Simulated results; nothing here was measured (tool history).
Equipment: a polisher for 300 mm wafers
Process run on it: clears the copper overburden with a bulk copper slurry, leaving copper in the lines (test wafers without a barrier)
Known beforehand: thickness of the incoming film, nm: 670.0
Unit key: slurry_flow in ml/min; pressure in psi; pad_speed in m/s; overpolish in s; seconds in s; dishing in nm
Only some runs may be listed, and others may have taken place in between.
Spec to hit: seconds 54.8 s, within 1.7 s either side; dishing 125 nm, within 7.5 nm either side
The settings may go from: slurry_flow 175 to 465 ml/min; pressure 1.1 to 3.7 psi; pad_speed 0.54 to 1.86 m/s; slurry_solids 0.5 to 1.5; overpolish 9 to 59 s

Run 1, hour 0: slurry_flow 295 ml/min, pressure 2.4 psi, pad_speed 1.18 m/s, slurry_solids 1, overpolish 30 s. Result: seconds 73.567 s, dishing 122.44 nm.
Run 2, hour 8.6: slurry_flow 295 ml/min, pressure 2.4 psi, pad_speed 1.42 m/s, slurry_solids 1, overpolish 30 s. Result: seconds 61.779 s, dishing 133.37 nm.
Run 3, hour 14.1: slurry_flow 295 ml/min, pressure 2.4 psi, pad_speed 1.58 m/s, slurry_solids 1, overpolish 30 s. Result: seconds 55.736 s, dishing 140.1 nm.
Run 4, hour 15.2: slurry_flow 225 ml/min, pressure 2.4 psi, pad_speed 1.58 m/s, slurry_solids 1, overpolish 30 s. Result: seconds 57.476 s, dishing 139.96 nm.
Run 5, hour 20.7: slurry_flow 225 ml/min, pressure 2.4 psi, pad_speed 1.34 m/s, slurry_solids 1, overpolish 30 s. Result: seconds 66.83 s, dishing 125.89 nm.
Run 6, hour 21.3: slurry_flow 225 ml/min, pressure 2.4 psi, pad_speed 1.34 m/s, slurry_solids 1.15, overpolish 30 s. Result: seconds 65.009 s, dishing 129.55 nm.
Run 7, hour 22.6: slurry_flow 230 ml/min, pressure 2.5 psi, pad_speed 1.34 m/s, slurry_solids 1.15, overpolish 27 s. Result: seconds 62.811 s, dishing 122.93 nm.
Run 8, hour 30.1: slurry_flow 235 ml/min, pressure 2.6 psi, pad_speed 1.34 m/s, slurry_solids 1.15, overpolish 26 s. Result: seconds 60.905 s, dishing 127.51 nm.
Run 9, hour 34.9: slurry_flow 240 ml/min, pressure 2.7 psi, pad_speed 1.34 m/s, slurry_solids 1.15, overpolish 24 s. Result: seconds 58.138 s, dishing 124.53 nm.
Run 10, hour 42.2: slurry_flow 245 ml/min, pressure 2.7 psi, pad_speed 1.34 m/s, slurry_solids 1.15, overpolish 23 s. Result: seconds 57.14 s, dishing 121.64 nm.
Run 11, hour 48.3: slurry_flow 250 ml/min, pressure 2.7 psi, pad_speed 1.34 m/s, slurry_solids 1.15, overpolish 23 s. Result: seconds 58.169 s, dishing 125.81 nm.
Run 12, hour 56.8: slurry_flow 250 ml/min, pressure 2.7 psi, pad_speed 1.34 m/s, slurry_solids 1.15, overpolish 22 s. Result: seconds 58.38 s, dishing 120.25 nm.
Run 13, hour 63: slurry_flow 250 ml/min, pressure 2.7 psi, pad_speed 1.34 m/s, slurry_solids 1.15, overpolish 22 s. Result: seconds 57.176 s, dishing 118.74 nm.
Run 14, hour 64.8: slurry_flow 255 ml/min, pressure 2.7 psi, pad_speed 1.34 m/s, slurry_solids 1.15, overpolish 22 s. Result: seconds 57.693 s, dishing 120.01 nm.
Run 15, hour 66.4: slurry_flow 260 ml/min, pressure 2.7 psi, pad_speed 1.34 m/s, slurry_solids 1.15, overpolish 22 s. Result: seconds 56.783 s, dishing 122.98 nm.

Exercise: of the 5 proposed moves below, exactly one satisfies all targets within the stated allowed misses. Which move is it?
Run A, hour 68: slurry_flow 305 ml/min, pressure 2.9 psi, pad_speed 1.26 m/s, slurry_solids 1.4, overpolish 21 s. Result: seconds ?, dishing ?.
Run B, hour 68: slurry_flow 235 ml/min, pressure 2.5 psi, pad_speed 1.48 m/s, slurry_solids 0.95, overpolish 20 s. Result: seconds ?, dishing ?.
Run C, hour 68: slurry_flow 285 ml/min, pressure 2.4 psi, pad_speed 1.44 m/s, slurry_solids 1.2, overpolish 18 s. Result: seconds ?, dishing ?.
Run D, hour 68: slurry_flow 210 ml/min, pressure 2.5 psi, pad_speed 1.46 m/s, slurry_solids 1.15, overpolish 18 s. Result: seconds ?, dishing ?.
Run E, hour 68: slurry_flow 255 ml/min, pressure 2.7 psi, pad_speed 1.34 m/s, slurry_solids 1.15, overpolish 23 s. Result: seconds ?, dishing ?.

move  seconds  dishing
   A   55.187   122.82
   B   59.896   110.66
   C    60.35    102.5
   D    59.87   103.74
   E    58.74   123.12
A: all results in spec
B: its largest miss is bigger than the last run's
C: its largest miss is bigger than the last run's
D: its largest miss is bigger than the last run's
E: its largest miss is bigger than the last run's
The move that meets every target is A.
